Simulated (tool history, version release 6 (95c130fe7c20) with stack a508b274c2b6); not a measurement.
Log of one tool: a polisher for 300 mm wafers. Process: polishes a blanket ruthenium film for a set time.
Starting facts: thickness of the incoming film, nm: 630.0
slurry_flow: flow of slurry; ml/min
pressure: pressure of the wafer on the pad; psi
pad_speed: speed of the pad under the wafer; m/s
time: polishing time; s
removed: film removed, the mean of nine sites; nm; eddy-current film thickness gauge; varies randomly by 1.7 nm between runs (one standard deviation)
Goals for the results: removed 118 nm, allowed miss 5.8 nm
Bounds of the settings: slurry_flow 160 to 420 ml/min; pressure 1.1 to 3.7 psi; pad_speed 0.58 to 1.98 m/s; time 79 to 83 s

run 1 day=0 | slurry_flow=270 pressure=2.4 pad_speed=1.28 time=79 | removed=148.41
run 2 day=0.133 | slurry_flow=335 pressure=2.4 pad_speed=1.28 time=79 | removed=150.46
run 3 day=0.242 | slurry_flow=335 pressure=2.4 pad_speed=1.28 time=79 | removed=147.54
run 4 day=0.567 | slurry_flow=335 pressure=2.3 pad_speed=1.28 time=79 | removed=143.06
run 5 day=0.738 | slurry_flow=335 pressure=2.3 pad_speed=1.28 time=83 | removed=150.05
run 6 day=0.771 | slurry_flow=300 pressure=2.3 pad_speed=1.28 time=83 | removed=150.89
run 7 day=0.821 | slurry_flow=300 pressure=2.2 pad_speed=1.28 time=83 | removed=139.64
run 8 day=1.15 | slurry_flow=300 pressure=2 pad_speed=1.28 time=83 | removed=131.85
run 9 day=1.292 | slurry_flow=300 pressure=1.9 pad_speed=1.28 time=83 | removed=127.08

Exercise: of the 5 proposed moves below, exactly one satisfies all targets within the stated allowed misses. Which move is it?
run A day=1.433 | slurry_flow=280 pressure=2.2 pad_speed=1.06 time=83 | removed=?
run B day=1.433 | slurry_flow=290 pressure=2.4 pad_speed=1.1 time=83 | removed=?
run C day=1.433 | slurry_flow=300 pressure=2.1 pad_speed=1.36 time=82 | removed=?
run D day=1.433 | slurry_flow=320 pressure=1.9 pad_speed=1.32 time=83 | removed=?
run E day=1.433 | slurry_flow=320 pressure=1.8 pad_speed=1.42 time=83 | removed=?

move=A removed=118.94
move=B removed=134.5
move=C removed=143.79
move=D removed=129.02
move=E removed=131.49
A: every result within its allowed miss
B: further off than the last run
C: further off than the last run
D: further off than the last run
E: further off than the last run
Answer: A

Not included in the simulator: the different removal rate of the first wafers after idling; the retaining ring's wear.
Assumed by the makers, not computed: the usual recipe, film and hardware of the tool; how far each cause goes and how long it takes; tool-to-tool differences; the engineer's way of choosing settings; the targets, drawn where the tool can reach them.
